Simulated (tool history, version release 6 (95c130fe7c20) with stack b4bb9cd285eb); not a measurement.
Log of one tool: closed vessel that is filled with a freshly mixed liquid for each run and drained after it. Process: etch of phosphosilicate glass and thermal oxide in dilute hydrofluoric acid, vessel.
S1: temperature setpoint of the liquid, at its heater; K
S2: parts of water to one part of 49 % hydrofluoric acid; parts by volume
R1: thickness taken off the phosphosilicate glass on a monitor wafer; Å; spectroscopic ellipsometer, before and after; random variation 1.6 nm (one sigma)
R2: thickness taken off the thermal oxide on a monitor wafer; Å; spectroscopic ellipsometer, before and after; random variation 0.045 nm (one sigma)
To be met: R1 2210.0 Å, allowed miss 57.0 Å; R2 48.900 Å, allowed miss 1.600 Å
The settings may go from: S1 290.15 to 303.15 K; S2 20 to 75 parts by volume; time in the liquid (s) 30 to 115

Run 1, hour 0.0: S1 295.15 K, S2 45 parts by volume, time in the liquid (s) 60. Result: R1 2464.3 Å, R2 54.462 Å.
Run 2, hour 1.3: S1 298.15 K, S2 45 parts by volume, time in the liquid (s) 60. Result: R1 2785.4 Å, R2 62.121 Å.
Run 3, hour 4.2: S1 298.15 K, S2 45 parts by volume, time in the liquid (s) 80. Result: R1 3728.5 Å, R2 82.831 Å.
Run 4, hour 11.3: S1 296.15 K, S2 50 parts by volume, time in the liquid (s) 80. Result: R1 3070.3 Å, R2 66.812 Å.
Run 5, hour 15.8: S1 297.65 K, S2 50 parts by volume, time in the liquid (s) 80. Result: R1 3295.9 Å, R2 72.175 Å.
Run 6, hour 17.9: S1 297.65 K, S2 50 parts by volume, time in the liquid (s) 70. Result: R1 2883.3 Å, R2 63.723 Å.
Run 7, hour 19.4: S1 296.15 K, S2 50 parts by volume, time in the liquid (s) 70. Result: R1 2717.6 Å, R2 59.052 Å.
Run 8, hour 23.8: S1 295.15 K, S2 50 parts by volume, time in the liquid (s) 70. Result: R1 2557.6 Å, R2 56.723 Å.
Run 9, hour 31.7: S1 294.15 K, S2 50 parts by volume, time in the liquid (s) 70. Result: R1 2489.9 Å, R2 55.233 Å.
At hour 33.4: hydrofluoric acid flow meter replaced.
Run 10, hour 33.4: S1 293.15 K, S2 50 parts by volume, time in the liquid (s) 70. Result: R1 2502.0 Å, R2 55.693 Å.
Run 11, hour 39.3: S1 293.15 K, S2 50 parts by volume, time in the liquid (s) 70. Result: R1 2519.5 Å, R2 56.849 Å.

Which of these 5 next moves meets every target?
Run A, hour 45.2: S1 290.15 K, S2 25 parts by volume, time in the liquid (s) 45. Result: R1 ?, R2 ?.
Run B, hour 45.2: S1 296.15 K, S2 50 parts by volume, time in the liquid (s) 70. Result: R1 ?, R2 ?.
Run C, hour 45.2: S1 294.15 K, S2 50 parts by volume, time in the liquid (s) 55. Result: R1 ?, R2 ?.
Run D, hour 45.2: S1 291.65 K, S2 40 parts by volume, time in the liquid (s) 55. Result: R1 ?, R2 ?.
Run E, hour 45.2: S1 294.15 K, S2 55 parts by volume, time in the liquid (s) 65. Result: R1 ?, R2 ?.

move      R1      R2
   A  2911.1  64.526
   B  2841.1  62.976
   C  2053.3  45.512
   D  2334.5  51.746
   E  2192.5  48.598
A: further off than the last run
B: further off than the last run
C: takes the result that was furthest off past its target
D: nearer than the last run, and not there yet
E: meets every target
Move E is the one to make.
